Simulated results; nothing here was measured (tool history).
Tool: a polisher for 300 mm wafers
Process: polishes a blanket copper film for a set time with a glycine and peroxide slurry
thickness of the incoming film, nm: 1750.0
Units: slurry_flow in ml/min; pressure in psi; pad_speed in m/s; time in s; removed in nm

run,hour,slurry_flow,pressure,pad_speed,time,removed
1,0.0,230,1.7,0.76,50,159.550
2,5.3,225,1.4,0.68,50,133.160
3,12.0,225,1.2,0.68,50,122.960
4,18.4,220,1.1,0.60,50,110.400
5,21.8,245,1.1,0.60,50,113.540
6,23.3,245,1.1,0.60,53,119.980
7,29.1,240,1.0,0.52,53,109.250

Run 8 comes next. What will it give?
8,30.7,235,0.9,0.46,53,?

{"run 8": {"removed": 98.224}}
